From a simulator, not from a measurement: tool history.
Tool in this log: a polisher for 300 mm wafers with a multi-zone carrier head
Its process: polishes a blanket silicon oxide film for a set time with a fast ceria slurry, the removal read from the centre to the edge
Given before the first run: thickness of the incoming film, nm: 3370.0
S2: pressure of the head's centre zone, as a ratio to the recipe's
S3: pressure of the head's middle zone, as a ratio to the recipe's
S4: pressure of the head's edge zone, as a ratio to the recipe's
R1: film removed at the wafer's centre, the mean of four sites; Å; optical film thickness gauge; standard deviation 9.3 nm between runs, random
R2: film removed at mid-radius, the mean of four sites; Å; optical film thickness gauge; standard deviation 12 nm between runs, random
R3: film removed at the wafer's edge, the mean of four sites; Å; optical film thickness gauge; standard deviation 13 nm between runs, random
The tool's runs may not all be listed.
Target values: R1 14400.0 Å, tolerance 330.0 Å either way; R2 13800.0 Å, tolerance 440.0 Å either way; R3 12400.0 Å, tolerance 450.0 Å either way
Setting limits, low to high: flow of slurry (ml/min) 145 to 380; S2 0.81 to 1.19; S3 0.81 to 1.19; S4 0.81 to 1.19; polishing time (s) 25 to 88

run 1 hour=0.0 | flow_of_slurry_(ml/min)=245 S2=1.00 S3=1.00 S4=1.00 polishing_time_(s)=56 | R1=12019.0 R2=11067.0 R3=11392.0
run 2 hour=8.8 | flow_of_slurry_(ml/min)=255 S2=1.02 S3=1.03 S4=1.01 polishing_time_(s)=56 | R1=12060.0 R2=11688.0 R3=11303.0
run 3 hour=10.3 | flow_of_slurry_(ml/min)=260 S2=1.04 S3=1.04 S4=1.03 polishing_time_(s)=57 | R1=12667.0 R2=11784.0 R3=11625.0
run 4 hour=19.2 | flow_of_slurry_(ml/min)=260 S2=1.04 S3=1.08 S4=1.03 polishing_time_(s)=57 | R1=12619.0 R2=12176.0 R3=11744.0
run 5 hour=22.6 | flow_of_slurry_(ml/min)=260 S2=1.04 S3=1.08 S4=1.03 polishing_time_(s)=45 | R1=10114.0 R2=9721.6 R3=9364.1
run 6 hour=27.7 | flow_of_slurry_(ml/min)=260 S2=1.04 S3=1.08 S4=1.07 polishing_time_(s)=45 | R1=9897.4 R2=9643.3 R3=9542.1
run 7 hour=32.6 | flow_of_slurry_(ml/min)=265 S2=1.05 S3=1.09 S4=1.07 polishing_time_(s)=47 | R1=10532.0 R2=10092.0 R3=10060.0
run 8 hour=36.1 | flow_of_slurry_(ml/min)=265 S2=1.05 S3=1.09 S4=1.07 polishing_time_(s)=47 | R1=10579.0 R2=10313.0 R3=10020.0

Pick the move, out of 5, that brings all results within their allowed miss; only one does.
run A hour=39.6 | flow_of_slurry_(ml/min)=245 S2=1.08 S3=1.19 S4=0.95 polishing_time_(s)=63 | R1=? R2=? R3=?
run B hour=39.6 | flow_of_slurry_(ml/min)=280 S2=1.14 S3=1.19 S4=0.87 polishing_time_(s)=58 | R1=? R2=? R3=?
run C hour=39.6 | flow_of_slurry_(ml/min)=200 S2=1.12 S3=1.17 S4=1.01 polishing_time_(s)=63 | R1=? R2=? R3=?
run D hour=39.6 | flow_of_slurry_(ml/min)=290 S2=1.06 S3=1.16 S4=1.06 polishing_time_(s)=65 | R1=? R2=? R3=?
run E hour=39.6 | flow_of_slurry_(ml/min)=170 S2=1.05 S3=1.08 S4=1.19 polishing_time_(s)=65 | R1=? R2=? R3=?

move=A R1=14538.0 R2=14581.0 R3=12369.0
move=B R1=14389.0 R2=13641.0 R3=11071.0
move=C R1=14582.0 R2=13937.0 R3=12456.0
move=D R1=15047.0 R2=15013.0 R3=13670.0
move=E R1=13623.0 R2=13027.0 R3=13672.0
A: the furthest-off result lands on target, but another misses its tolerance
B: the furthest-off result lands on target, but another misses its tolerance
C: every result lands within tolerance
D: pushes the last run's worst result past its target
E: nearer than the last run, and not there yet
Move C is the one to make.

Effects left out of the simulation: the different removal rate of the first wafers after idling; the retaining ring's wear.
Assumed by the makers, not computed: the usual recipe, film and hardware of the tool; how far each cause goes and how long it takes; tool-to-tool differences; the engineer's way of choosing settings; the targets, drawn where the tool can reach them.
